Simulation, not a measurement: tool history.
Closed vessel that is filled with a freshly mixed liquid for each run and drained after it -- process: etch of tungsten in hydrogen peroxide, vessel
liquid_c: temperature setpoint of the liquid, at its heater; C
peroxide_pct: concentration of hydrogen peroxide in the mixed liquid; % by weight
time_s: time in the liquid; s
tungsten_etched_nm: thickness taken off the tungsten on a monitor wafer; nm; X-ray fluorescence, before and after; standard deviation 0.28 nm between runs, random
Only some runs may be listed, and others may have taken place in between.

run    day  liquid_c  peroxide_pct  time_s  tungsten_etched_nm
  1  0.000      43.0          16.5      30              50.360
  2  0.262      44.5          16.5      30              55.218
  3  0.404      45.5          16.5      30              59.327
  4  0.446      46.0          16.5      30              60.550
  5  0.612      46.5          16.5      30              62.838
  6  0.638      41.5          16.5      30              45.611

For run 7, what comes out?
  7  0.733      43.0          16.5      30                   ?

{"run 7": {"tungsten_etched_nm": 49.962}}
